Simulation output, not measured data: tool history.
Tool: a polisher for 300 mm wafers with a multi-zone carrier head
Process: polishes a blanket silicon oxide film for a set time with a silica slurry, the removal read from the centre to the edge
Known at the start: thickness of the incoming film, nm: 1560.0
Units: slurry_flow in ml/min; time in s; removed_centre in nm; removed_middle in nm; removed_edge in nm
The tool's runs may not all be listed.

run 1 day=0.000 | slurry_flow=205 centre_zone=1.00 middle_zone=1.00 edge_zone=1.00 slurry_solids=1.00 time=35 | removed_centre=138.87 removed_middle=136.67 removed_edge=141.82
run 2 day=0.212 | slurry_flow=205 centre_zone=1.05 middle_zone=1.00 edge_zone=1.00 slurry_solids=1.00 time=35 | removed_centre=146.89 removed_middle=135.72 removed_edge=143.58
run 3 day=0.350 | slurry_flow=205 centre_zone=1.05 middle_zone=1.00 edge_zone=1.00 slurry_solids=1.15 time=35 | removed_centre=149.41 removed_middle=143.42 removed_edge=149.10
run 4 day=0.679 | slurry_flow=210 centre_zone=1.04 middle_zone=0.99 edge_zone=1.03 slurry_solids=1.20 time=36 | removed_centre=158.48 removed_middle=148.42 removed_edge=155.36
run 5 day=0.962 | slurry_flow=210 centre_zone=1.04 middle_zone=0.99 edge_zone=1.06 slurry_solids=1.20 time=36 | removed_centre=155.56 removed_middle=145.73 removed_edge=157.99
run 6 day=1.100 | slurry_flow=205 centre_zone=1.02 middle_zone=0.99 edge_zone=1.08 slurry_solids=1.25 time=37 | removed_centre=160.83 removed_middle=152.80 removed_edge=168.01

The next listed run, before its measurement:
run 7 day=1.329 | slurry_flow=240 centre_zone=0.94 middle_zone=1.02 edge_zone=1.18 slurry_solids=1.50 time=38 | removed_centre=? removed_middle=? removed_edge=?

Run 7 gave removed_centre 165.74 nm, removed_middle 166.78 nm, removed_edge 193.71 nm.

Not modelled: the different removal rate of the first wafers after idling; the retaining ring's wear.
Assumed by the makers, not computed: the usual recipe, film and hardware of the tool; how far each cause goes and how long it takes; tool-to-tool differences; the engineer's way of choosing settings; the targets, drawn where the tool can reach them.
